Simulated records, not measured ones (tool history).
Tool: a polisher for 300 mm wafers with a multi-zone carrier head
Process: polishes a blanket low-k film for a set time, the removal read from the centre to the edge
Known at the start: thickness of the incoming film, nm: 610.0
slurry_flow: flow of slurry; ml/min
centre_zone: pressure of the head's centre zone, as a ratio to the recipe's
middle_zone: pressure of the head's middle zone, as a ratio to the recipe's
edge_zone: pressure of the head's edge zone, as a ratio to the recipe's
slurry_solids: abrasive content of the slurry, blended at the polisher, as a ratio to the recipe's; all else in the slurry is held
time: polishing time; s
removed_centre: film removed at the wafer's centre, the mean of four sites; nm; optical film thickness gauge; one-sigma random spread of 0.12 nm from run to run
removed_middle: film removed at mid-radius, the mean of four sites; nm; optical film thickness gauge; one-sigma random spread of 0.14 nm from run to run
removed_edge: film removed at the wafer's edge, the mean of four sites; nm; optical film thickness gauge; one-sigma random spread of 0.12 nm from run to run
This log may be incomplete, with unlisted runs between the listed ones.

run	hour	slurry_flow	centre_zone	middle_zone	edge_zone	slurry_solids	time	removed_centre	removed_middle	removed_edge
1	0	240	1	1	1	1	38	13.336	11.802	11.645
2	4.1	250	0.97	1.03	1.05	1.05	38	13.229	12.241	12.232
3	10.5	250	0.97	1.03	1.01	1.05	38	13.151	12.47	12.046
4	15.1	250	0.97	1.11	1.01	1.05	38	13.309	12.755	12.015
5	23.6	250	0.97	1.11	1.01	0.95	38	12.433	12.158	11.332
6	25.4	260	0.94	1.13	1.05	1	38	12.685	13.038	11.914
7	30	260	0.94	1.13	1.05	1	38	12.46	12.615	12.148
# hour 33.6: centre zone pressure recalibrated
8	33.6	275	0.92	1.15	1.06	1.05	38	11.907	13.431	12.373
9	42.7	275	0.92	1.15	1.06	1.05	38	11.948	13.236	12.409
10	43.4	285	0.93	1.15	1.09	1.1	38	12.173	13.858	12.868
11	46.7	300	0.98	1.08	1.19	1.25	38	13.722	14.285	14.877

The next listed run, before its measurement:
12	52.9	300	0.98	1.08	1.19	1.25	38	?	?	?

Run 12 yielded removed_centre 13.823 nm, removed_middle 14.352 nm, removed_edge 14.804 nm.
